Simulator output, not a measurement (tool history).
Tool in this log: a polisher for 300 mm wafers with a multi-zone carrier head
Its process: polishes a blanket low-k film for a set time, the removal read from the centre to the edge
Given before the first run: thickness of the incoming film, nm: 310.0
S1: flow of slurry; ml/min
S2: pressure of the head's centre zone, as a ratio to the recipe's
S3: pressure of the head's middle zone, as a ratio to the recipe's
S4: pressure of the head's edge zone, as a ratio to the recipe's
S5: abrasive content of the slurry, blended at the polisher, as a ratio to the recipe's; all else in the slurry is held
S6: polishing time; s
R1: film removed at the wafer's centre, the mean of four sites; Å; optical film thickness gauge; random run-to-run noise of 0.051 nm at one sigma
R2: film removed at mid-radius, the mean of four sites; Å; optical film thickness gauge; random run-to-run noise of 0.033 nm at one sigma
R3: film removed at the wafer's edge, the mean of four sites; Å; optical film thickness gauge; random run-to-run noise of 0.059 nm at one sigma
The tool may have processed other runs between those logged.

{"run": 1, "hour": 0.0, "S1": 300, "S2": 1.0, "S3": 1.0, "S4": 1.0, "S5": 1.0, "S6": 46, "R1": 104.37, "R2": 102.0, "R3": 101.9}
{"run": 2, "hour": 6.6, "S1": 300, "S2": 1.0, "S3": 1.0, "S4": 1.0, "S5": 1.0, "S6": 50, "R1": 113.4, "R2": 111.78, "R3": 111.63}
{"run": 3, "hour": 10.7, "S1": 295, "S2": 0.99, "S3": 0.97, "S4": 0.96, "S5": 0.85, "S6": 42, "R1": 85.697, "R2": 85.023, "R3": 85.558}
{"run": 4, "hour": 18.9, "S1": 295, "S2": 1.01, "S3": 0.94, "S4": 0.92, "S5": 0.75, "S6": 37, "R1": 73.951, "R2": 69.508, "R3": 68.564}
{"run": 5, "hour": 27.1, "S1": 290, "S2": 1.0, "S3": 0.9, "S4": 0.89, "S5": 0.65, "S6": 35, "R1": 63.256, "R2": 56.943, "R3": 58.572}
{"run": 6, "hour": 33.0, "S1": 290, "S2": 1.0, "S3": 0.9, "S4": 0.89, "S5": 0.65, "S6": 45, "R1": 81.079, "R2": 72.781, "R3": 78.699}
{"run": 7, "hour": 38.3, "S1": 300, "S2": 0.99, "S3": 0.89, "S4": 0.87, "S5": 0.6, "S6": 40, "R1": 67.18, "R2": 61.783, "R3": 63.539}
{"run": 8, "hour": 39.3, "S1": 305, "S2": 0.98, "S3": 0.87, "S4": 0.85, "S5": 0.55, "S6": 38, "R1": 60.338, "R2": 54.509, "R3": 57.971}
{"run": 9, "hour": 41.1, "S1": 305, "S2": 0.98, "S3": 0.87, "S4": 0.84, "S5": 0.55, "S6": 36, "R1": 56.995, "R2": 51.784, "R3": 53.04}

What will run 10 give?
{"run": 10, "hour": 46.2, "S1": 310, "S2": 0.98, "S3": 0.86, "S4": 0.83, "S5": 0.55, "S6": 36, "R1": "?", "R2": "?", "R3": "?"}

{"run 10": {"R1": 57.694, "R2": 51.479, "R3": 53.771}}
